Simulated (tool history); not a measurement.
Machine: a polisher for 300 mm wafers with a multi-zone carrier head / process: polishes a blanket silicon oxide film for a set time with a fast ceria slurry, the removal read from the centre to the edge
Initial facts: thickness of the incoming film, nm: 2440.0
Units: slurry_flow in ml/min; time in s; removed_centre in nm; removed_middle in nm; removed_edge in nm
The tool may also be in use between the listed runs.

run	day	slurry_flow	centre_zone	middle_zone	edge_zone	time	removed_centre	removed_middle	removed_edge
1	0	130	1	1	1	70	1034.2	1025.9	1024.2
2	0.279	130	1	1	0.95	70	1024.1	1033.6	996.74
3	0.442	120	1.03	0.96	0.92	69	1020.6	974	955.82
4	0.771	100	1.03	0.96	0.92	69	1002.1	925.07	937.96
5	1.025	100	1.03	0.96	0.84	69	982.46	928.74	902.25
6	1.154	100	1.03	0.96	0.91	69	965.49	936.62	930.02
7	1.25	100	1.05	0.93	0.89	68	1007	883.48	888.09
8	1.292	95	1.05	0.92	0.88	68	993.66	868.61	889
9	1.625	90	1.05	0.91	0.87	68	979.6	850.64	893.87

What will run 10 give?
10	1.958	90	1.06	0.91	0.86	67	?	?	?

{"run 10": {"removed_centre": 937.2, "removed_middle": 840.76, "removed_edge": 859.96}}

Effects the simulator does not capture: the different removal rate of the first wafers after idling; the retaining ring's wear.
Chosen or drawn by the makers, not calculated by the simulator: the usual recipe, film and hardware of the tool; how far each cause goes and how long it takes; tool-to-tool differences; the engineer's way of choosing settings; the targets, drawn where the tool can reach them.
